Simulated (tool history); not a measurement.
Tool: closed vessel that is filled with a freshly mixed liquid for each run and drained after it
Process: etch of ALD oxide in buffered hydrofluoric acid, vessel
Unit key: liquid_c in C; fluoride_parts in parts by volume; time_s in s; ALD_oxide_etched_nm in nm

Run 1, day 0.000: liquid_c 24.0 C, fluoride_parts 20.5 parts by volume, time_s 30 s. Result: ALD_oxide_etched_nm 63.819 nm.
Run 2, day 0.038: liquid_c 24.0 C, fluoride_parts 20.5 parts by volume, time_s 30 s. Result: ALD_oxide_etched_nm 64.910 nm.
Run 3, day 0.171: liquid_c 24.0 C, fluoride_parts 16.0 parts by volume, time_s 30 s. Result: ALD_oxide_etched_nm 81.568 nm.
Run 4, day 0.362: liquid_c 21.0 C, fluoride_parts 16.0 parts by volume, time_s 30 s. Result: ALD_oxide_etched_nm 68.427 nm.
Run 5, day 0.696: liquid_c 24.5 C, fluoride_parts 16.0 parts by volume, time_s 30 s. Result: ALD_oxide_etched_nm 83.322 nm.
Run 6, day 1.042: liquid_c 24.5 C, fluoride_parts 16.0 parts by volume, time_s 30 s. Result: ALD_oxide_etched_nm 83.126 nm.
Run 7, day 1.250: liquid_c 23.0 C, fluoride_parts 16.5 parts by volume, time_s 30 s. Result: ALD_oxide_etched_nm 74.926 nm.

Run 8 has not been measured yet. What should we expect?
Run 8, day 1.429: liquid_c 19.0 C, fluoride_parts 18.5 parts by volume, time_s 30 s. Result: ALD_oxide_etched_nm ?.

{"run 8": {"ALD_oxide_etched_nm": 53.209}}
